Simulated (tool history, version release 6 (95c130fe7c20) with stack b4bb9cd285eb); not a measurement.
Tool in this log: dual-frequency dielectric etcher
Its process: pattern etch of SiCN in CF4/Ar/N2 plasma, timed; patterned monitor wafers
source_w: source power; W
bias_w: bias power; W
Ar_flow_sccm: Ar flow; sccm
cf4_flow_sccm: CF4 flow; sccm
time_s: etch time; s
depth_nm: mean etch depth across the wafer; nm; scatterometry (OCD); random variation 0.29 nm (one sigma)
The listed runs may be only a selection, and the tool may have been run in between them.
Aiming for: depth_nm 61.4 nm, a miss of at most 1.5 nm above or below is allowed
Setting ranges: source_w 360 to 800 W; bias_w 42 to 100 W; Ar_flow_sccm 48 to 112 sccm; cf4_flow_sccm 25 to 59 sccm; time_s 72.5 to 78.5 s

run,hour,source_w,bias_w,Ar_flow_sccm,cf4_flow_sccm,time_s,depth_nm
1,0,580,71,80,42,78.5,82.054
2,0.7,540,70,80,42,78.5,77.024
3,8,540,70,80,39,78.5,75.239
4,12.1,510,70,80,39,78.5,71.349
# hour 12.9: bias power generator calibrated
5,12.9,490,70,80,39,78.5,68.628
6,14.7,490,70,80,32,78.5,66.323
7,22.1,490,70,80,32,78.5,66.146
8,25.7,480,70,80,32,78.5,65.003
9,34.2,470,70,80,32,78.5,63.222

Which of these 4 next moves meets every target?
A,42.7,450,70,80,32,78.5,?
B,42.7,490,67,80,35,78,?
C,42.7,500,71,69,25,76.5,?
D,42.7,520,64,79,37,75.5,?

move,depth_nm
A,60.604
B,65.346
C,63.475
D,66.717
A: every result lands within tolerance
B: its largest miss is bigger than the last run's
C: its largest miss is bigger than the last run's
D: its largest miss is bigger than the last run's
Move A is the one to make.
